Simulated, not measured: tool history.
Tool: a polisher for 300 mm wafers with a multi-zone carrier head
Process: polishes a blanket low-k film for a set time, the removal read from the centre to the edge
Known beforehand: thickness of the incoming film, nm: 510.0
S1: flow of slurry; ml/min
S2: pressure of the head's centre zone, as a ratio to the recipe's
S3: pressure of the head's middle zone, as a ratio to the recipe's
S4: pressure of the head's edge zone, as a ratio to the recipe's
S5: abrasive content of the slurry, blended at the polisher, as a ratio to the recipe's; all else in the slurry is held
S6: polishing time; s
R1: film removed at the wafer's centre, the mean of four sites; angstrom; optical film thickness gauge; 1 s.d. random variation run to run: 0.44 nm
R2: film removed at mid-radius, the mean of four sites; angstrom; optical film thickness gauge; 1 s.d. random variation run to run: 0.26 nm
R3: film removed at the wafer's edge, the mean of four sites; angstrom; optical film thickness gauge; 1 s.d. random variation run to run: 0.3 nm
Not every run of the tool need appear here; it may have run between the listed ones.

run,hour,S1,S2,S3,S4,S5,S6,R1,R2,R3
1,0.0,175,1.00,1.00,1.00,1.00,65,224.91,226.02,212.09
2,2.2,200,1.00,1.00,1.00,1.00,65,223.99,233.17,214.35
3,4.0,200,1.00,1.01,1.04,1.15,67,250.05,261.28,248.15
4,5.5,205,1.02,1.03,1.07,1.25,67,271.04,275.82,264.73
5,13.9,215,1.02,1.05,1.10,1.30,67,282.05,289.37,273.97
6,19.0,215,1.10,1.05,1.10,1.30,67,289.26,289.93,278.97
# hour 27.5: worn pad replaced by a new one
7,27.5,220,1.09,1.07,1.13,1.35,67,342.64,348.85,323.47
8,29.5,205,1.07,1.07,1.14,1.35,67,342.04,346.95,325.81
9,31.5,205,1.07,1.07,1.14,1.35,67,338.93,343.21,329.12

What will run 10 give?
10,38.6,210,1.04,1.07,1.14,1.35,67,?,?,?

Logged for run 10: R1 327.46 angstrom, R2 343.82 angstrom, R3 322.43 angstrom.
